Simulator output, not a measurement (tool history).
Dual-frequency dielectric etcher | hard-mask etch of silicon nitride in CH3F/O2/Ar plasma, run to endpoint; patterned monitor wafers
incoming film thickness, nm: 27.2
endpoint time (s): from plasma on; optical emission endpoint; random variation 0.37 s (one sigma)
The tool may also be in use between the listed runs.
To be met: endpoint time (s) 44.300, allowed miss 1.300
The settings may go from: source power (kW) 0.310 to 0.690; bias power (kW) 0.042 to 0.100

run  hour  source power (kW)  bias power (kW)  endpoint time (s)
  1   0.0              0.500            0.071             37.886
  2   8.1              0.450            0.068             40.191
  3  16.2              0.420            0.068             41.320
  4  18.7              0.420            0.073             40.521
  5  26.9              0.390            0.072             41.797
  6  31.5              0.390            0.082             40.364
  7  39.2              0.360            0.080             42.127
  8  44.8              0.350            0.079             42.363

Which of these 5 next moves meets every target?
  A  50.4              0.330            0.059                  ?
  B  50.4              0.310            0.086                  ?
  C  50.4              0.380            0.081                  ?
  D  50.4              0.350            0.085                  ?
  E  50.4              0.390            0.069                  ?

move  endpoint time (s)
   A             48.261
   B             43.941
   C             40.903
   D             41.753
   E             42.591
A: takes the result that was furthest off past its target
B: meets every target
C: further off than the last run
D: further off than the last run
E: nearer than the last run, and not there yet
Answer: B
